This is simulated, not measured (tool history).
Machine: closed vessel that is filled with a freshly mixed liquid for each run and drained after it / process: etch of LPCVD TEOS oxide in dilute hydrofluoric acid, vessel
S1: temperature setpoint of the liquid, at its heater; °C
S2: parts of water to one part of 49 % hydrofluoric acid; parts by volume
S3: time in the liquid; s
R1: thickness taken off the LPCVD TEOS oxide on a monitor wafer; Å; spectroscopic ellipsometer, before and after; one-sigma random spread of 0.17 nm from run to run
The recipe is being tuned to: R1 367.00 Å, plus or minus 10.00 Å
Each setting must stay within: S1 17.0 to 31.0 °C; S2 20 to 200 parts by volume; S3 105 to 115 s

run,hour,S1,S2,S3,R1
1,0.0,23.0,110,105,298.95
2,4.2,24.0,110,105,309.27
3,6.7,25.0,110,105,319.24
4,13.1,26.0,110,105,337.79
5,16.5,26.0,110,105,334.13
6,20.9,26.5,110,105,341.43
7,21.6,27.0,110,105,346.50
8,28.8,27.5,110,105,352.58

Pick the move, out of 4, that brings all results within their allowed miss; only one does.
A,36.0,28.5,120,105,?
B,36.0,27.0,110,110,?
C,36.0,27.5,115,105,?
D,36.0,23.0,100,110,?

move,R1
A,331.71
B,362.91
C,335.53
D,345.68
A: moves away from the targets compared with the last run
B: meets every target
C: moves away from the targets compared with the last run
D: moves away from the targets compared with the last run
B meets every target.
